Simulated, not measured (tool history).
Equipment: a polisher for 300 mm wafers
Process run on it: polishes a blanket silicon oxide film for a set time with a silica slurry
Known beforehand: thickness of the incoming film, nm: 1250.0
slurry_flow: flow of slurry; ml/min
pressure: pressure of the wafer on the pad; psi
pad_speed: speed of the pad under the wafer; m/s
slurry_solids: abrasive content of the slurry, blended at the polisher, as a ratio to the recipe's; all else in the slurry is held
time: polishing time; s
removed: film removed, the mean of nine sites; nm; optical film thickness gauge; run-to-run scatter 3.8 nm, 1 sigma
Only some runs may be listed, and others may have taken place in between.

{"run": 1, "hour": 0.0, "slurry_flow": 200, "pressure": 3.5, "pad_speed": 1.02, "slurry_solids": 1, "time": 109, "removed": 230.93}
{"run": 2, "hour": 2.7, "slurry_flow": 200, "pressure": 3.5, "pad_speed": 1.2, "slurry_solids": 1, "time": 109, "removed": 271.17}
{"run": 3, "hour": 8.3, "slurry_flow": 205, "pressure": 3.9, "pad_speed": 1.2, "slurry_solids": 1, "time": 109, "removed": 302.51}
{"run": 4, "hour": 13.0, "slurry_flow": 210, "pressure": 4.2, "pad_speed": 1.2, "slurry_solids": 1, "time": 109, "removed": 323.53}
{"run": 5, "hour": 19.9, "slurry_flow": 210, "pressure": 4.2, "pad_speed": 1.2, "slurry_solids": 1.2, "time": 109, "removed": 347.45}
{"run": 6, "hour": 27.2, "slurry_flow": 210, "pressure": 4.4, "pad_speed": 1.2, "slurry_solids": 1.2, "time": 109, "removed": 357.66}
{"run": 7, "hour": 29.2, "slurry_flow": 215, "pressure": 4.5, "pad_speed": 1.2, "slurry_solids": 1.2, "time": 109, "removed": 375.6}
{"run": 8, "hour": 36.9, "slurry_flow": 220, "pressure": 4.6, "pad_speed": 1.2, "slurry_solids": 1.2, "time": 109, "removed": 387.17}

Forecast run 9:
{"run": 9, "hour": 45.4, "slurry_flow": 225, "pressure": 4.6, "pad_speed": 1.2, "slurry_solids": 1.2, "time": 109, "removed": "?"}

removed: 380.96 nm

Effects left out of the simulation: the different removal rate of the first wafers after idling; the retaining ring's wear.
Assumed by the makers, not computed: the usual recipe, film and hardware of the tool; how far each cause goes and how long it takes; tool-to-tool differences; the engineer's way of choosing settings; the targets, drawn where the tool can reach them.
